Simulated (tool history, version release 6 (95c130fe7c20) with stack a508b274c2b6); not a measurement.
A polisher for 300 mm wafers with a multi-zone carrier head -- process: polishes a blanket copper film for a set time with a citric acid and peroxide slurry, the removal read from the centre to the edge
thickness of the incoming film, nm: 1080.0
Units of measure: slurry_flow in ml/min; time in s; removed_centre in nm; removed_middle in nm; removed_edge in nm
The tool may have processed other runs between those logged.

run    day  slurry_flow  centre_zone  middle_zone  edge_zone  slurry_solids  time  removed_centre  removed_middle  removed_edge
  1  0.000          265         1.00         1.00       1.00           1.00    80          253.20          258.40        256.72
  2  0.208          265         0.98         1.00       0.98           0.90    77          239.65          243.15        236.14
  3  0.412          265         0.98         1.06       0.98           0.90    77          241.89          253.79        238.87
  4  0.517          255         0.95         1.06       0.98           0.85    74          221.00          240.40        226.61
  5  0.862          255         0.95         1.09       0.98           0.85    74          221.37          241.90        225.09
  6  0.971          315         0.95         1.09       0.98           0.85    74          228.66          248.58        228.78
  7  1.042          305         0.93         1.09       0.97           0.80    71          212.80          232.81        218.56
  8  1.271          310         0.83         1.14       0.87           0.55    50          128.59          160.20        136.82
  9  1.521          315         0.84         1.14       0.90           0.55    50          130.62          160.94        140.34
 10  1.817          315         0.85         1.14       0.92           0.55    50          132.71          158.52        140.42

Estimate the outcome of run 11 from the log above:
 11  1.988          335         0.84         1.17       1.02           0.80    53               ?               ?             ?

removed_centre: 147.60 nm
removed_middle: 186.89 nm
removed_edge: 168.92 nm
